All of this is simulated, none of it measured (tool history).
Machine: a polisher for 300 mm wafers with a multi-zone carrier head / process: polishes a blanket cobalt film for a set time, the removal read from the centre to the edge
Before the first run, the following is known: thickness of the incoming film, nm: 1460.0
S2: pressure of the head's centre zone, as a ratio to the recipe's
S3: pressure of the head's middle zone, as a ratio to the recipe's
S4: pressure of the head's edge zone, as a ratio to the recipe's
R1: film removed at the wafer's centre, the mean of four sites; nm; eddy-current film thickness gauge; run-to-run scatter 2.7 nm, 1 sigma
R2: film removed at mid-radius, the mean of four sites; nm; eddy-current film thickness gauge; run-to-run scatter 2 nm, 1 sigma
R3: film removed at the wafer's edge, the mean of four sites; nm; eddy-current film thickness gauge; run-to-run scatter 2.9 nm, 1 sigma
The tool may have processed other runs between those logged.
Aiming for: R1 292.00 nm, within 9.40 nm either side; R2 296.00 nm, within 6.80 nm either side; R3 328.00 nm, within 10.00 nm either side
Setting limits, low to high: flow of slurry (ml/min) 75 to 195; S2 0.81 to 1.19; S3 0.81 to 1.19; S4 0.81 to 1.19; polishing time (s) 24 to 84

Run 1, hour 0.0: flow of slurry (ml/min) 125, S2 1.00, S3 1.00, S4 1.00, polishing time (s) 54. Result: R1 205.15 nm, R2 202.33 nm, R3 213.51 nm.
Run 2, hour 8.4: flow of slurry (ml/min) 130, S2 1.00, S3 1.01, S4 1.03, polishing time (s) 57. Result: R1 212.99 nm, R2 219.39 nm, R3 231.23 nm.
Run 3, hour 16.3: flow of slurry (ml/min) 130, S2 1.00, S3 1.08, S4 1.03, polishing time (s) 57. Result: R1 214.61 nm, R2 232.51 nm, R3 229.93 nm.
Run 4, hour 24.9: flow of slurry (ml/min) 135, S2 1.01, S3 1.07, S4 1.06, polishing time (s) 59. Result: R1 230.09 nm, R2 241.75 nm, R3 244.52 nm.
Run 5, hour 27.6: flow of slurry (ml/min) 135, S2 1.01, S3 1.07, S4 1.06, polishing time (s) 53. Result: R1 208.15 nm, R2 215.71 nm, R3 222.96 nm.
Run 6, hour 35.5: flow of slurry (ml/min) 145, S2 1.01, S3 1.06, S4 1.09, polishing time (s) 56. Result: R1 226.84 nm, R2 232.58 nm, R3 238.68 nm.
Run 7, hour 43.0: flow of slurry (ml/min) 140, S2 1.01, S3 1.05, S4 1.11, polishing time (s) 59. Result: R1 230.10 nm, R2 241.28 nm, R3 253.79 nm.
Run 8, hour 43.9: flow of slurry (ml/min) 170, S2 1.05, S3 1.02, S4 1.19, polishing time (s) 71. Result: R1 317.66 nm, R2 299.85 nm, R3 325.12 nm.
Run 9, hour 50.9: flow of slurry (ml/min) 170, S2 1.05, S3 1.02, S4 1.19, polishing time (s) 71. Result: R1 313.02 nm, R2 301.17 nm, R3 324.13 nm.
Run 10, hour 54.3: flow of slurry (ml/min) 165, S2 1.04, S3 1.02, S4 1.19, polishing time (s) 71. Result: R1 306.05 nm, R2 297.21 nm, R3 326.92 nm.

Exactly one of the 4 candidate moves below puts every result within its allowed miss. Which one?
Run A, hour 57.7: flow of slurry (ml/min) 160, S2 1.06, S3 1.02, S4 1.16, polishing time (s) 72. Result: R1 ?, R2 ?, R3 ?.
Run B, hour 57.7: flow of slurry (ml/min) 150, S2 1.01, S3 1.03, S4 1.19, polishing time (s) 72. Result: R1 ?, R2 ?, R3 ?.
Run C, hour 57.7: flow of slurry (ml/min) 180, S2 1.02, S3 0.97, S4 1.15, polishing time (s) 71. Result: R1 ?, R2 ?, R3 ?.
Run D, hour 57.7: flow of slurry (ml/min) 175, S2 1.07, S3 1.00, S4 1.15, polishing time (s) 70. Result: R1 ?, R2 ?, R3 ?.

move      R1      R2      R3
   A  314.85  302.21  322.18
   B  293.04  298.74  322.08
   C  310.19  295.34  323.78
   D  318.22  296.42  317.43
A: misses by more than the last run did
B: all results in spec
C: misses by more than the last run did
D: misses by more than the last run did
Answer: B
